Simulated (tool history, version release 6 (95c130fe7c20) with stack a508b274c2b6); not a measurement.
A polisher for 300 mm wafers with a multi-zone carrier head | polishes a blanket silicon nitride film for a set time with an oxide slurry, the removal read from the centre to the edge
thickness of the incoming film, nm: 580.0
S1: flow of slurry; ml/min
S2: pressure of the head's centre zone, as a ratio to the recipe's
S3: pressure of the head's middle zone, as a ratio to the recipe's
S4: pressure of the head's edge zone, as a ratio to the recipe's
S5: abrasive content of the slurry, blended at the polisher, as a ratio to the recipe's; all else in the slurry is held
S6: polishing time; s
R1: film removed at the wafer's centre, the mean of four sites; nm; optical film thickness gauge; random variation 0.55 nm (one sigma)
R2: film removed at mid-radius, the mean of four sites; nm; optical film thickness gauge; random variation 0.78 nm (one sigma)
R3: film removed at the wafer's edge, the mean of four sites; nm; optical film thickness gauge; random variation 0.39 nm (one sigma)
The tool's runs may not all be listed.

{"run": 1, "hour": 0.0, "S1": 235, "S2": 1.0, "S3": 1.0, "S4": 1.0, "S5": 1.0, "S6": 81, "R1": 61.952, "R2": 62.459, "R3": 64.486}
{"run": 2, "hour": 6.7, "S1": 235, "S2": 1.0, "S3": 1.0, "S4": 1.0, "S5": 1.2, "S6": 81, "R1": 67.953, "R2": 69.66, "R3": 70.673}
{"run": 3, "hour": 9.2, "S1": 235, "S2": 1.0, "S3": 1.0, "S4": 1.0, "S5": 1.2, "S6": 94, "R1": 79.955, "R2": 82.105, "R3": 82.645}
{"run": 4, "hour": 9.9, "S1": 235, "S2": 1.0, "S3": 0.92, "S4": 1.0, "S5": 1.2, "S6": 94, "R1": 78.154, "R2": 73.23, "R3": 81.768}
{"run": 5, "hour": 11.6, "S1": 230, "S2": 0.98, "S3": 0.92, "S4": 0.99, "S5": 1.15, "S6": 94, "R1": 76.06, "R2": 73.207, "R3": 79.717}
{"run": 6, "hour": 16.9, "S1": 230, "S2": 0.98, "S3": 0.92, "S4": 0.99, "S5": 1.05, "S6": 94, "R1": 72.4, "R2": 69.651, "R3": 75.894}
{"run": 7, "hour": 19.8, "S1": 225, "S2": 0.96, "S3": 0.92, "S4": 0.99, "S5": 1.0, "S6": 94, "R1": 68.219, "R2": 66.451, "R3": 72.69}
{"run": 8, "hour": 21.0, "S1": 220, "S2": 0.94, "S3": 0.92, "S4": 0.99, "S5": 0.95, "S6": 94, "R1": 64.565, "R2": 64.619, "R3": 71.538}
{"run": 9, "hour": 28.0, "S1": 215, "S2": 0.93, "S3": 0.92, "S4": 0.97, "S5": 0.95, "S6": 94, "R1": 62.274, "R2": 64.22, "R3": 70.012}
{"run": 10, "hour": 32.8, "S1": 215, "S2": 0.92, "S3": 0.92, "S4": 0.96, "S5": 0.95, "S6": 94, "R1": 60.945, "R2": 64.979, "R3": 70.116}
{"run": 11, "hour": 39.3, "S1": 215, "S2": 0.92, "S3": 0.92, "S4": 0.95, "S5": 0.9, "S6": 94, "R1": 60.416, "R2": 63.029, "R3": 67.368}
{"run": 12, "hour": 43.2, "S1": 210, "S2": 0.91, "S3": 0.92, "S4": 0.94, "S5": 0.9, "S6": 94, "R1": 60.172, "R2": 62.487, "R3": 66.697}
{"run": 13, "hour": 50.6, "S1": 205, "S2": 0.9, "S3": 0.92, "S4": 0.93, "S5": 0.9, "S6": 94, "R1": 58.257, "R2": 62.649, "R3": 66.556}

Forecast run 14:
{"run": 14, "hour": 51.4, "S1": 205, "S2": 0.89, "S3": 0.92, "S4": 0.92, "S5": 0.9, "S6": 94, "R1": "?", "R2": "?", "R3": "?"}

R1: 57.886 nm
R2: 62.202 nm
R3: 66.179 nm

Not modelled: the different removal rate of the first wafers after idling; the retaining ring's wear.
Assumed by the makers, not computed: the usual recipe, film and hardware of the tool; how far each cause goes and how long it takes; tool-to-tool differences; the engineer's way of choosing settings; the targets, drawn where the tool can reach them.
